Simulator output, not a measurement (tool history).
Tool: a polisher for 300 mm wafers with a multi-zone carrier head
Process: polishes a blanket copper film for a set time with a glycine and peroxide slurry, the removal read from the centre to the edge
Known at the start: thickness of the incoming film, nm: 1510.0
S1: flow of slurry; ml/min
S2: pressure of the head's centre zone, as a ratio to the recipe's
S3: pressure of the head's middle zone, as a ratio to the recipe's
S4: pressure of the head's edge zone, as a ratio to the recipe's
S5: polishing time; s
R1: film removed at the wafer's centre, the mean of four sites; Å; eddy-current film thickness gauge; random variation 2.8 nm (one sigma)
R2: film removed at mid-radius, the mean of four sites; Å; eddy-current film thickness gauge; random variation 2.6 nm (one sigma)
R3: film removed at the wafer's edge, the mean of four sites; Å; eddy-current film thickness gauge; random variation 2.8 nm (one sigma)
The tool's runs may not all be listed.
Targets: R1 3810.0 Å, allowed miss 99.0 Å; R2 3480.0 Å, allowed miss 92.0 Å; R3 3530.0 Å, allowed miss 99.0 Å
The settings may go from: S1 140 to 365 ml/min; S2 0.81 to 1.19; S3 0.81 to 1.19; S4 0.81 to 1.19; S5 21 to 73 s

Run 1, day 0.000: S1 235 ml/min, S2 1.00, S3 1.00, S4 1.00, S5 47 s. Result: R1 2802.4 Å, R2 2830.3 Å, R3 2845.8 Å.
Run 2, day 0.296: S1 255 ml/min, S2 1.05, S3 1.03, S4 1.06, S5 49 s. Result: R1 3117.3 Å, R2 3015.6 Å, R3 3034.3 Å.
Run 3, day 0.379: S1 290 ml/min, S2 1.05, S3 1.03, S4 1.06, S5 49 s. Result: R1 3091.2 Å, R2 3052.3 Å, R3 3046.8 Å.
Run 4, day 0.712: S1 290 ml/min, S2 1.05, S3 1.03, S4 1.12, S5 49 s. Result: R1 3104.8 Å, R2 3056.4 Å, R3 3149.9 Å.
Run 5, day 0.796: S1 290 ml/min, S2 1.08, S3 1.04, S4 1.13, S5 51 s. Result: R1 3266.5 Å, R2 3211.6 Å, R3 3314.7 Å.
Run 6, day 1.071: S1 290 ml/min, S2 1.08, S3 1.04, S4 1.13, S5 61 s. Result: R1 3923.8 Å, R2 3817.2 Å, R3 3920.0 Å.
Run 7, day 1.233: S1 280 ml/min, S2 1.08, S3 1.02, S4 1.09, S5 60 s. Result: R1 3825.5 Å, R2 3698.1 Å, R3 3858.3 Å.
Run 8, day 1.429: S1 275 ml/min, S2 1.10, S3 1.01, S4 1.04, S5 59 s. Result: R1 3876.0 Å, R2 3632.6 Å, R3 3704.5 Å.

5 next moves are on the table. One of them brings every result within its allowed miss. Which?
Run A, day 1.625: S1 265 ml/min, S2 1.08, S3 0.81, S4 1.13, S5 63 s. Result: R1 ?, R2 ?, R3 ?.
Run B, day 1.625: S1 310 ml/min, S2 1.02, S3 0.93, S4 0.90, S5 60 s. Result: R1 ?, R2 ?, R3 ?.
Run C, day 1.625: S1 215 ml/min, S2 1.10, S3 0.97, S4 1.03, S5 63 s. Result: R1 ?, R2 ?, R3 ?.
Run D, day 1.625: S1 240 ml/min, S2 1.16, S3 1.12, S4 1.10, S5 60 s. Result: R1 ?, R2 ?, R3 ?.
Run E, day 1.625: S1 270 ml/min, S2 1.08, S3 0.88, S4 1.10, S5 62 s. Result: R1 ?, R2 ?, R3 ?.

move      R1      R2      R3
   A  4000.8  3180.8  4020.6
   B  3729.8  3446.5  3461.7
   C  3956.2  3611.5  3766.2
   D  3965.2  3932.6  3732.7
   E  3947.2  3356.9  3904.7
A: further off than the last run
B: meets every target
C: further off than the last run
D: further off than the last run
E: further off than the last run
The right move is B.
